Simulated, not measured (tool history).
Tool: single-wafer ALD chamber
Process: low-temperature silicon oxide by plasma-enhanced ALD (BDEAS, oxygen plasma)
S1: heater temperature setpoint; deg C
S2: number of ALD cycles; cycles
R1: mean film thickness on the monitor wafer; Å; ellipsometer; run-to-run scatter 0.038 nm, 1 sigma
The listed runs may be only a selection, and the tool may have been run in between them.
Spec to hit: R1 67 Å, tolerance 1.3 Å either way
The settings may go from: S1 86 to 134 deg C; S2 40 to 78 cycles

run  hour   S1  S2      R1
  1     0  110  59  81.333
  2   4.4  101  59  83.937
  3  11.8  104  57  80.589
  4  14.9  107  56   79.49
  5  16.4  107  63   88.45
  6  24.1  103  63  89.715
  7  31.2  106  61  86.921
  8  37.7  107  59  82.449

Which single option among these 4 for the next run brings every result within its allowed miss of target? Just one does.
  A  44.2  115  46   ?
  B  44.2  116  47   ?
  C  44.2  127  50   ?
  D  44.2  109  45   ?

move      R1
   A  63.886
   B  65.143
   C  67.756
   D  63.256
A: the result that was furthest off in the last run now lies on the other side of its target
B: the result that was furthest off in the last run now lies on the other side of its target
C: every result within its allowed miss
D: the result that was furthest off in the last run now lies on the other side of its target
The right move is C.
